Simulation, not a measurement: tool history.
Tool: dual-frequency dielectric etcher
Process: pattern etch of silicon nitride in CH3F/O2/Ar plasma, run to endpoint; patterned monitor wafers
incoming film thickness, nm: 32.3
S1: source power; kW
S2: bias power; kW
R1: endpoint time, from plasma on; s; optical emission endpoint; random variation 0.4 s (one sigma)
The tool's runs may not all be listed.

run  hour    S1     S2      R1
  1     0   0.3   0.08    53.5
  2   1.1   0.3   0.07  56.377
  3   2.9  0.29  0.069  57.242
  4   5.2  0.33  0.069  55.439
  5   9.8  0.32  0.068  56.492
     15.6  -- wet clean of the chamber
  6  15.6  0.31  0.067  54.679

Forecast run 7:
  7  19.4  0.29  0.065   ?

R1: 56.898 s
